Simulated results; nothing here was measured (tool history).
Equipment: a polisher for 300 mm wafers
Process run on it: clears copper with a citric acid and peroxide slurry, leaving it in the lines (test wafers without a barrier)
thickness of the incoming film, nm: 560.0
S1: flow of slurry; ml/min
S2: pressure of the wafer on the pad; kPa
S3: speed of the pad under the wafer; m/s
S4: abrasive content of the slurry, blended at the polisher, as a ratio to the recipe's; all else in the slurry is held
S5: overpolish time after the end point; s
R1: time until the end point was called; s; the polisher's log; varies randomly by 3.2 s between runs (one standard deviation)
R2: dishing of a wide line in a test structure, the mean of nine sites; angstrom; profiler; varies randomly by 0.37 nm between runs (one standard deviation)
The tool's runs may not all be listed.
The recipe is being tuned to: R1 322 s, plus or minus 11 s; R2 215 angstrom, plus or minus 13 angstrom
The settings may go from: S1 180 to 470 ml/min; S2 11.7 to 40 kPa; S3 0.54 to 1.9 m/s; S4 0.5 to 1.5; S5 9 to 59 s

| run | hour | S1 | S2 | S3 | S4 | S5 | R1 | R2 |
|---|---|---|---|---|---|---|---|---|
| 1 | 0 | 300 | 25.5 | 1.22 | 1 | 30 | 162.23 | 369.92 |
| 2 | 1.9 | 300 | 25.5 | 1.22 | 0.9 | 30 | 164.99 | 379.42 |
| 3 | 8.1 | 300 | 25.5 | 1.22 | 1.1 | 30 | 158.06 | 360.9 |
| 4 | 15.2 | 330 | 25.5 | 1.22 | 1.1 | 30 | 156.59 | 376.34 |
| 5 | 18.8 | 330 | 25.5 | 1.02 | 1.1 | 30 | 186.18 | 340.39 |
| 6 | 27.4 | 330 | 25.5 | 0.92 | 1.1 | 30 | 205.94 | 335.88 |
| 7 | 28.7 | 320 | 22.8 | 0.92 | 1.15 | 25 | 228.85 | 290.31 |
| 8 | 33.5 | 320 | 20.7 | 0.92 | 1.15 | 23 | 249.3 | 266.63 |
| 9 | 39.6 | 320 | 19.3 | 0.92 | 1.15 | 22 | 267.35 | 254.94 |
| 10 | 45.4 | 320 | 18.6 | 0.92 | 1.15 | 21 | 274.74 | 229.6 |
| 11 | 50.7 | 320 | 17.9 | 0.92 | 1.15 | 22 | 287.01 | 238.41 |
| 12 | 56.7 | 320 | 17.2 | 0.92 | 1.15 | 22 | 301.69 | 236.19 |
| 13 | 65 | 320 | 15.2 | 0.92 | 1.15 | 14 | 339.88 | 156.13 |
| 14 | 68.2 | 320 | 15.2 | 0.9 | 1.2 | 15 | 338.01 | 159.56 |
| 15 | 76.9 | 320 | 15.9 | 0.88 | 1.15 | 16 | 332.29 | 172.92 |
| 16 | 85.6 | 320 | 15.9 | 0.88 | 1.15 | 17 | 331.61 | 187.7 |
| 17 | 87.9 | 320 | 15.9 | 0.88 | 1.15 | 18 | 335.7 | 184.87 |
| 18 | 90.9 | 320 | 15.9 | 0.88 | 1.15 | 19 | 332.56 | 192.44 |

4 candidate next runs follow, results not yet known. Just one meets every target within its allowed miss. Identify it.
| A | 93.9 | 190 | 17.9 | 0.88 | 1.15 | 21 | ? | ? |
| B | 93.9 | 300 | 17.9 | 0.78 | 1.15 | 17 | ? | ? |
| C | 93.9 | 340 | 13.8 | 1.12 | 1.2 | 15 | ? | ? |
| D | 93.9 | 385 | 17.2 | 0.78 | 1.2 | 17 | ? | ? |

| move | R1 | R2 |
|---|---|---|
| A | 318.13 | 214.53 |
| B | 335.88 | 178.02 |
| C | 298.59 | 175.52 |
| D | 337.54 | 177.23 |
A: each result inside its tolerance
B: misses by more than the last run did
C: misses by more than the last run did
D: misses by more than the last run did
Answer: A

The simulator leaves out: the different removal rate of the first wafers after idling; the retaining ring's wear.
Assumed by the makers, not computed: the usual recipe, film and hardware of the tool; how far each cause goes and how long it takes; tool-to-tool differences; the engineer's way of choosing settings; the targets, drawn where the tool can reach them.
